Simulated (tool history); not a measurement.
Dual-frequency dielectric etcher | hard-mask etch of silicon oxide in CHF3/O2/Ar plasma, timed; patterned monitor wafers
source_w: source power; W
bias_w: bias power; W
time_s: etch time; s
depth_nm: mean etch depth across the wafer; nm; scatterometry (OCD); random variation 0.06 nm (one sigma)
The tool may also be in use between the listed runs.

run 1 hour=0.0 | source_w=910 bias_w=217 time_s=14 | depth_nm=33.961
run 2 hour=1.5 | source_w=910 bias_w=217 time_s=14 | depth_nm=33.665
run 3 hour=6.4 | source_w=840 bias_w=202 time_s=14 | depth_nm=31.608
run 4 hour=12.9 | source_w=940 bias_w=202 time_s=14 | depth_nm=33.451
run 5 hour=19.1 | source_w=940 bias_w=185 time_s=14 | depth_nm=32.156
run 6 hour=25.1 | source_w=940 bias_w=185 time_s=13 | depth_nm=29.776
run 7 hour=30.9 | source_w=880 bias_w=184 time_s=13 | depth_nm=28.820
run 8 hour=33.9 | source_w=880 bias_w=184 time_s=13 | depth_nm=28.892
run 9 hour=42.4 | source_w=840 bias_w=183 time_s=13 | depth_nm=28.251
run 10 hour=48.4 | source_w=660 bias_w=177 time_s=13 | depth_nm=24.779
run 11 hour=55.6 | source_w=680 bias_w=177 time_s=13 | depth_nm=25.140
run 12 hour=63.7 | source_w=690 bias_w=177 time_s=13 | depth_nm=25.319

The next listed run, before its measurement:
run 13 hour=64.8 | source_w=700 bias_w=177 time_s=13 | depth_nm=?

depth_nm: 25.449 nm
